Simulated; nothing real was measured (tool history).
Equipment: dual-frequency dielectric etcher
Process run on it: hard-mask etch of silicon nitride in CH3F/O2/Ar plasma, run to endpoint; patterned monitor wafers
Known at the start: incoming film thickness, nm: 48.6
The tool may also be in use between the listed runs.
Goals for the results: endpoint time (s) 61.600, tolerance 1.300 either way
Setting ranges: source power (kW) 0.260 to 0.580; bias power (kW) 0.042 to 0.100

run,hour,source power (kW),bias power (kW),endpoint time (s)
1,0.0,0.420,0.071,71.352
2,2.8,0.440,0.072,69.463
3,6.8,0.450,0.073,68.968
4,13.1,0.460,0.074,69.161
5,20.3,0.470,0.077,66.097
6,28.0,0.420,0.077,69.971
7,36.0,0.430,0.078,69.966
8,41.0,0.440,0.079,67.943
9,49.9,0.450,0.079,67.334

Below are 4 possible settings for the next run. Only one of them brings all results inside the allowed miss of their targets. Which is it?
A,58.8,0.400,0.063,?
B,58.8,0.390,0.072,?
C,58.8,0.380,0.065,?
D,58.8,0.500,0.093,?

move,endpoint time (s)
A,75.643
B,73.793
C,76.898
D,60.950
A: lands further from the targets than the last run did
B: lands further from the targets than the last run did
C: lands further from the targets than the last run did
D: all results land within tolerance of their targets
Correct choice: D, which meets every target

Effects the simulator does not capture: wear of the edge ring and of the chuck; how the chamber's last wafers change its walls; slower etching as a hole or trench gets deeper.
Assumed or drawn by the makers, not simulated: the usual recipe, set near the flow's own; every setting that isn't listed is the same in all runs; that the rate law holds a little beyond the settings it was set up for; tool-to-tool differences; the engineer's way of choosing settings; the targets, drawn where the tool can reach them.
